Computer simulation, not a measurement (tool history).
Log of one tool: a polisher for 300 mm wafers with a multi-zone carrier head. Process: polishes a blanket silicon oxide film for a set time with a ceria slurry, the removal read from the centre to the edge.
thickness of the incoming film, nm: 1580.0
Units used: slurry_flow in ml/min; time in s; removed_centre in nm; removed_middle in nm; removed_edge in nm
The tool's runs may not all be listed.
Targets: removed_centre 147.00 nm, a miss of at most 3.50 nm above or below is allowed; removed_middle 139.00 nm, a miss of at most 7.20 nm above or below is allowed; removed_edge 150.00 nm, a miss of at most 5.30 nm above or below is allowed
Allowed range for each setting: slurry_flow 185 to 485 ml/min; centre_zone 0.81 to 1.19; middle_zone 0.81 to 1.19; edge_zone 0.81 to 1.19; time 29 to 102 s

run,hour,slurry_flow,centre_zone,middle_zone,edge_zone,time,removed_centre,removed_middle,removed_edge
1,0.0,310,1.00,1.00,1.00,65,202.06,228.87,234.08
2,6.7,315,1.02,0.96,0.96,57,180.50,197.91,201.75
3,14.8,310,1.04,0.92,0.94,52,168.96,171.34,183.65
4,21.1,255,1.04,0.92,0.94,52,164.59,168.36,178.19
5,25.1,255,1.00,0.92,0.94,52,158.52,170.80,178.32
6,30.8,255,1.00,0.92,0.94,38,115.19,120.85,130.34
7,34.7,320,1.10,1.00,1.04,41,143.03,146.88,147.93
8,39.6,325,1.11,0.98,1.05,41,142.38,139.12,149.93

Below are 4 possible settings for the next run. Only one of them brings all results inside the allowed miss of their targets. Which is it?
A,44.5,345,1.07,0.88,1.03,42,?,?,?
B,44.5,310,1.13,0.95,1.13,40,?,?,?
C,44.5,355,1.13,0.93,1.02,41,?,?,?
D,44.5,265,1.13,0.90,1.07,40,?,?,?

move,removed_centre,removed_middle,removed_edge
A,142.41,135.69,156.84
B,141.80,135.79,153.81
C,147.42,138.66,152.71
D,138.98,127.82,148.42
A: about as far from the targets as the last run
B: misses by more than the last run did
C: every result within its allowed miss
D: misses by more than the last run did
So the answer is move C, the one that meets all the targets.

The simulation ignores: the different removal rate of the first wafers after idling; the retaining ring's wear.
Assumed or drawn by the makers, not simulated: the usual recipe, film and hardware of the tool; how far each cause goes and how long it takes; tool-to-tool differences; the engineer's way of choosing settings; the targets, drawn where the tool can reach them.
